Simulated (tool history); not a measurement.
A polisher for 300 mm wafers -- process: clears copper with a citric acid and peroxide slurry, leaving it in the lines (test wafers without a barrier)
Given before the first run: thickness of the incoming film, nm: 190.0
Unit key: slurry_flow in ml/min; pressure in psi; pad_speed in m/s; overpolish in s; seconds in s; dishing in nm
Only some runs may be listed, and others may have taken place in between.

{"run": 1, "hour": 0.0, "slurry_flow": 295, "pressure": 3.9, "pad_speed": 0.94, "slurry_solids": 1, "overpolish": 9, "seconds": 75.404, "dishing": 16.322}
{"run": 2, "hour": 1.3, "slurry_flow": 255, "pressure": 3.9, "pad_speed": 0.94, "slurry_solids": 1, "overpolish": 9, "seconds": 74.851, "dishing": 16.073}
{"run": 3, "hour": 3.1, "slurry_flow": 255, "pressure": 3.9, "pad_speed": 0.94, "slurry_solids": 1, "overpolish": 11, "seconds": 75.684, "dishing": 19.107}
{"run": 4, "hour": 8.6, "slurry_flow": 255, "pressure": 3.4, "pad_speed": 0.94, "slurry_solids": 1, "overpolish": 11, "seconds": 84.747, "dishing": 17.247}
{"run": 5, "hour": 12.0, "slurry_flow": 255, "pressure": 3.3, "pad_speed": 0.94, "slurry_solids": 1, "overpolish": 10, "seconds": 89.145, "dishing": 15.405}
{"hour": 14.8, "done": "worn pad replaced by a new one"}
{"run": 6, "hour": 14.8, "slurry_flow": 255, "pressure": 4, "pad_speed": 0.94, "slurry_solids": 1, "overpolish": 10, "seconds": 70.548, "dishing": 18.645}
{"run": 7, "hour": 17.8, "slurry_flow": 255, "pressure": 3.8, "pad_speed": 0.94, "slurry_solids": 1, "overpolish": 10, "seconds": 73.409, "dishing": 17.728}
{"run": 8, "hour": 19.2, "slurry_flow": 260, "pressure": 3.6, "pad_speed": 0.94, "slurry_solids": 1, "overpolish": 10, "seconds": 76.224, "dishing": 17.047}
{"run": 9, "hour": 25.9, "slurry_flow": 260, "pressure": 3.4, "pad_speed": 0.92, "slurry_solids": 1, "overpolish": 10, "seconds": 82.092, "dishing": 16.217}

Run 10 has not been measured yet. What should we expect?
{"run": 10, "hour": 33.1, "slurry_flow": 260, "pressure": 3.3, "pad_speed": 0.9, "slurry_solids": 1, "overpolish": 10, "seconds": "?", "dishing": "?"}

seconds: 86.927 s
dishing: 15.784 nm
